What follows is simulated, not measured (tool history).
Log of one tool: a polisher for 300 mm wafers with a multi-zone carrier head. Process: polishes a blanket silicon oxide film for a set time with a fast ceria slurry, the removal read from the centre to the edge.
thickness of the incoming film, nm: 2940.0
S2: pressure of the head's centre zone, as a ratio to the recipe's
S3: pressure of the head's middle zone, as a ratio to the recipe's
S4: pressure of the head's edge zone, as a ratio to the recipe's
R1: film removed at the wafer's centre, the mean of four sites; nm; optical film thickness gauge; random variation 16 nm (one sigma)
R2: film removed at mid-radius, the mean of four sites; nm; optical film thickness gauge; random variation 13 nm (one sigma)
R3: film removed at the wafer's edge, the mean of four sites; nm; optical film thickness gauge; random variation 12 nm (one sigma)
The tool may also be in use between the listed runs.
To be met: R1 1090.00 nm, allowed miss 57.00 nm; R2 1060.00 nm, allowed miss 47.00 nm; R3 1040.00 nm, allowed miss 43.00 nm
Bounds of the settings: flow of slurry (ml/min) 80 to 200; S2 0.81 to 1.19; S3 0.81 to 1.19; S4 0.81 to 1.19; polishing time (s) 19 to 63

{"run": 1, "hour": 0.0, "flow of slurry (ml/min)": 130, "S2": 1.0, "S3": 1.0, "S4": 1.0, "polishing time (s)": 41, "R1": 788.2, "R2": 776.98, "R3": 778.32}
{"run": 2, "hour": 4.4, "flow of slurry (ml/min)": 135, "S2": 1.01, "S3": 1.01, "S4": 1.02, "polishing time (s)": 42, "R1": 785.49, "R2": 821.52, "R3": 801.13}
{"run": 3, "hour": 12.7, "flow of slurry (ml/min)": 135, "S2": 1.01, "S3": 0.93, "S4": 1.02, "polishing time (s)": 42, "R1": 799.49, "R2": 763.55, "R3": 800.5}
{"run": 4, "hour": 20.9, "flow of slurry (ml/min)": 140, "S2": 1.02, "S3": 0.94, "S4": 1.03, "polishing time (s)": 44, "R1": 870.97, "R2": 828.34, "R3": 835.66}
{"run": 5, "hour": 29.1, "flow of slurry (ml/min)": 140, "S2": 1.02, "S3": 0.94, "S4": 1.04, "polishing time (s)": 46, "R1": 899.27, "R2": 843.75, "R3": 907.88}
{"run": 6, "hour": 32.9, "flow of slurry (ml/min)": 145, "S2": 1.03, "S3": 0.96, "S4": 1.04, "polishing time (s)": 47, "R1": 948.46, "R2": 888.08, "R3": 914.25}
{"run": 7, "hour": 34.7, "flow of slurry (ml/min)": 150, "S2": 1.03, "S3": 0.97, "S4": 1.05, "polishing time (s)": 48, "R1": 977.85, "R2": 939.34, "R3": 939.34}
{"run": 8, "hour": 41.3, "flow of slurry (ml/min)": 155, "S2": 1.03, "S3": 0.97, "S4": 1.06, "polishing time (s)": 49, "R1": 998.48, "R2": 945.36, "R3": 972.93}

5 next moves are on the table. One of them brings every result within its allowed miss. Which?
{"run": "A", "hour": 47.9, "flow of slurry (ml/min)": 200, "S2": 1.14, "S3": 1.12, "S4": 0.87, "polishing time (s)": 51, "R1": "?", "R2": "?", "R3": "?"}
{"run": "B", "hour": 47.9, "flow of slurry (ml/min)": 170, "S2": 0.96, "S3": 1.04, "S4": 1.08, "polishing time (s)": 51, "R1": "?", "R2": "?", "R3": "?"}
{"run": "C", "hour": 47.9, "flow of slurry (ml/min)": 165, "S2": 1.07, "S3": 1.05, "S4": 1.12, "polishing time (s)": 51, "R1": "?", "R2": "?", "R3": "?"}
{"run": "D", "hour": 47.9, "flow of slurry (ml/min)": 160, "S2": 1.14, "S3": 1.14, "S4": 0.81, "polishing time (s)": 53, "R1": "?", "R2": "?", "R3": "?"}
{"run": "E", "hour": 47.9, "flow of slurry (ml/min)": 170, "S2": 1.03, "S3": 1.17, "S4": 1.03, "polishing time (s)": 52, "R1": "?", "R2": "?", "R3": "?"}

move=A R1=1222.00 R2=1182.00 R3=950.89
move=B R1=997.28 R2=1081.20 R3=1034.70
move=C R1=1105.80 R2=1083.50 R3=1049.60
move=D R1=1217.80 R2=1201.20 R3=930.96
move=E R1=1092.60 R2=1219.10 R3=1028.70
A: takes the result that was furthest off past its target
B: brings the result that was furthest off to its target, and leaves another outside
C: meets every target
D: takes the result that was furthest off past its target
E: takes the result that was furthest off past its target
Move C is the one to make.
